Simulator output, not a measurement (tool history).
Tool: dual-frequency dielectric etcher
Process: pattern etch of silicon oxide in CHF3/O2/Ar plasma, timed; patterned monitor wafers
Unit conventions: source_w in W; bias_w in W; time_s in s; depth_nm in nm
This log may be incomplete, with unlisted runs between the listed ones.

run 1 hour=0.0 | source_w=860 bias_w=133 time_s=767.0 | depth_nm=1555.1
run 2 hour=6.5 | source_w=860 bias_w=124 time_s=767.0 | depth_nm=1508.1
run 3 hour=11.6 | source_w=760 bias_w=122 time_s=767.0 | depth_nm=1438.3
run 4 hour=20.1 | source_w=690 bias_w=120 time_s=767.0 | depth_nm=1391.1
run 5 hour=22.6 | source_w=690 bias_w=108 time_s=767.0 | depth_nm=1336.9
run 6 hour=24.1 | source_w=690 bias_w=108 time_s=801.5 | depth_nm=1395.6

Predict the results of run 7:
run 7 hour=31.4 | source_w=640 bias_w=107 time_s=801.5 | depth_nm=?

depth_nm: 1347.0 nm

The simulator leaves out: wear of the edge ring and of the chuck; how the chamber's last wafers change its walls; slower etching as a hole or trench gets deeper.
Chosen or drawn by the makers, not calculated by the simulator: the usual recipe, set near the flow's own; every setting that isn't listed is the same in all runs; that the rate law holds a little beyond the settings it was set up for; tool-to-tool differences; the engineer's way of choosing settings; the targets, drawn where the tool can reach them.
